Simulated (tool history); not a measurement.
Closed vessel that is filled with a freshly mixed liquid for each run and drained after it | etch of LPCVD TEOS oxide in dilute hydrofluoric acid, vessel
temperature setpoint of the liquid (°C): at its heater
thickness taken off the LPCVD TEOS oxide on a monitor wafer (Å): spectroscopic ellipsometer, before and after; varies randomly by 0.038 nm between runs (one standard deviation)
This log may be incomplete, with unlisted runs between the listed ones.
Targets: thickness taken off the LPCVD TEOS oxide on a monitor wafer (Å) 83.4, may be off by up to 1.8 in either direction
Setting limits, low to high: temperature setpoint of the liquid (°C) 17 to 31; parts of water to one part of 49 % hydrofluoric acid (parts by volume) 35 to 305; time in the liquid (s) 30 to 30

run,hour,temperature setpoint of the liquid (°C),parts of water to one part of 49 % hydrofluoric acid (parts by volume),time in the liquid (s),thickness taken off the LPCVD TEOS oxide on a monitor wafer (Å)
1,0,23,170,30,36.547
2,0.8,23,170,30,36.906
3,6.2,24,160,30,40.886
4,8.2,24,130,30,51.845
5,12,24,150,30,44.109
6,20.6,24,150,30,44.244
7,28.1,28,85,30,98.269
8,32.2,25,85,30,87.131
9,39.3,24.5,85,30,86.117

Below are 4 possible settings for the next run. Only one of them brings all results inside the allowed miss of their targets. Which is it?
A,46.4,27.5,90,30,?
B,46.4,25.5,90,30,?
C,46.4,25,85,30,?
D,46.4,27,85,30,?

move,thickness taken off the LPCVD TEOS oxide on a monitor wafer (Å)
A,90.843
B,84.021
C,87.786
D,94.976
A: misses by more than the last run did
B: every result lands within tolerance
C: misses by more than the last run did
D: misses by more than the last run did
Correct choice: B, which meets every target
